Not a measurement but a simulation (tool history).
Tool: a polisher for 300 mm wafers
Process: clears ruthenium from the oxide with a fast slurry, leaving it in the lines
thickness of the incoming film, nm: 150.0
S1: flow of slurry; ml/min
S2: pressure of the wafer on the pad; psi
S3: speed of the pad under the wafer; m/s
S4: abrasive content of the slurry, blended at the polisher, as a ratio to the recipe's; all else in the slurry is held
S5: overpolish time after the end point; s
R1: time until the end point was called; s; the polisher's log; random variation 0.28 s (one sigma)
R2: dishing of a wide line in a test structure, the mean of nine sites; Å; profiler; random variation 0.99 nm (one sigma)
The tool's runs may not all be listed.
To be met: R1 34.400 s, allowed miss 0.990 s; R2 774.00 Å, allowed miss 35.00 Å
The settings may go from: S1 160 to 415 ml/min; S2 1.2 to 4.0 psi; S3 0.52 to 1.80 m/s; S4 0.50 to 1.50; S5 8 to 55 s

run  hour   S1   S2    S3    S4  S5      R1      R2
  1   0.0  265  2.6  1.16  1.00  28  32.823  894.31
  2   5.1  265  2.6  1.16  1.00  27  33.551  881.31
  3   5.9  265  2.6  0.96  1.00  27  38.017  780.13
  4   6.5  270  2.6  0.96  1.00  27  38.646  782.60
  5   8.1  270  2.6  1.20  1.00  27  32.079  908.28
  6  12.8  270  2.8  1.20  1.00  27  29.898  956.52
  7  14.7  270  2.7  1.20  1.00  26  30.560  896.35
  8  20.2  270  2.7  1.20  1.00  26  30.946  901.14

Which of these 5 next moves meets every target?
  A  25.7  240  2.5  1.08  1.15  24   ?   ?
  B  25.7  415  3.2  1.16  0.70  23   ?   ?
  C  25.7  190  2.5  1.00  1.15  26   ?   ?
  D  25.7  280  1.5  1.54  1.10  28   ?   ?
  E  25.7  270  2.3  1.16  0.95  30   ?   ?

move      R1      R2
   A  34.086  771.73
   B  32.240  779.85
   C  37.561  761.25
   D  36.819  820.34
   E  37.073  861.06
A: meets every target
B: brings the result that was furthest off to its target, and leaves another outside
C: brings the result that was furthest off to its target, and leaves another outside
D: nearer than the last run, and not there yet
E: nearer than the last run, and not there yet
Move A is the one to make.

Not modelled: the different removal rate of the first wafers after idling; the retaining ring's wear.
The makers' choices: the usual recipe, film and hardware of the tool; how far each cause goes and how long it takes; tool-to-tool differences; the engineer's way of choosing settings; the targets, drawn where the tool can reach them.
